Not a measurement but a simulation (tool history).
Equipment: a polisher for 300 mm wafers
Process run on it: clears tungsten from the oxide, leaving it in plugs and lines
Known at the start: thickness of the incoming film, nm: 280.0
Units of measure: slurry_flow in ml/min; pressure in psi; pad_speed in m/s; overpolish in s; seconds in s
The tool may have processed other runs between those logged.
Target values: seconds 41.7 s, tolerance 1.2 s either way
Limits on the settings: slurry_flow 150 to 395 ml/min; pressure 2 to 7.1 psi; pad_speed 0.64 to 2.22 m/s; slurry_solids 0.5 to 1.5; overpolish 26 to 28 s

{"run": 1, "hour": 0.0, "slurry_flow": 250, "pressure": 4.5, "pad_speed": 1.42, "slurry_solids": 1, "overpolish": 26, "seconds": 33.425}
{"run": 2, "hour": 7.1, "slurry_flow": 250, "pressure": 4.4, "pad_speed": 1.42, "slurry_solids": 1, "overpolish": 26, "seconds": 34.193}
{"run": 3, "hour": 11.4, "slurry_flow": 250, "pressure": 4.4, "pad_speed": 1.7, "slurry_solids": 1, "overpolish": 26, "seconds": 29.427}
{"run": 4, "hour": 12.5, "slurry_flow": 250, "pressure": 4.2, "pad_speed": 1.7, "slurry_solids": 1, "overpolish": 26, "seconds": 30.484}
{"run": 5, "hour": 16.0, "slurry_flow": 250, "pressure": 4, "pad_speed": 1.7, "slurry_solids": 1, "overpolish": 26, "seconds": 32.085}
{"run": 6, "hour": 18.1, "slurry_flow": 250, "pressure": 4, "pad_speed": 1.7, "slurry_solids": 1, "overpolish": 28, "seconds": 31.887}
{"run": 7, "hour": 19.7, "slurry_flow": 250, "pressure": 3.8, "pad_speed": 1.7, "slurry_solids": 1, "overpolish": 28, "seconds": 32.926}
{"run": 8, "hour": 21.0, "slurry_flow": 250, "pressure": 3.7, "pad_speed": 1.7, "slurry_solids": 1, "overpolish": 28, "seconds": 34.121}
{"run": 9, "hour": 29.6, "slurry_flow": 250, "pressure": 3.6, "pad_speed": 1.7, "slurry_solids": 1, "overpolish": 28, "seconds": 34.799}
{"run": 10, "hour": 30.3, "slurry_flow": 250, "pressure": 3.5, "pad_speed": 1.7, "slurry_solids": 1, "overpolish": 28, "seconds": 35.928}
{"run": 11, "hour": 32.8, "slurry_flow": 250, "pressure": 3.4, "pad_speed": 1.7, "slurry_solids": 1, "overpolish": 28, "seconds": 37.528}

Below are 4 possible settings for the next run. Only one of them brings all results inside the allowed miss of their targets. Which is it?
{"run": "A", "hour": 35.3, "slurry_flow": 290, "pressure": 2.9, "pad_speed": 1.7, "slurry_solids": 1.05, "overpolish": 28, "seconds": "?"}
{"run": "B", "hour": 35.3, "slurry_flow": 270, "pressure": 3.2, "pad_speed": 1.44, "slurry_solids": 0.95, "overpolish": 28, "seconds": "?"}
{"run": "C", "hour": 35.3, "slurry_flow": 270, "pressure": 2.7, "pad_speed": 1.76, "slurry_solids": 0.85, "overpolish": 27, "seconds": "?"}
{"run": "D", "hour": 35.3, "slurry_flow": 230, "pressure": 3, "pad_speed": 1.48, "slurry_solids": 1.05, "overpolish": 26, "seconds": "?"}

move=A seconds=41.542
move=B seconds=44.632
move=C seconds=44.778
move=D seconds=45.954
A: every result lands within tolerance
B: the result that was furthest off in the last run now lies on the other side of its target
C: the result that was furthest off in the last run now lies on the other side of its target
D: the result that was furthest off in the last run now lies on the other side of its target
Answer: A
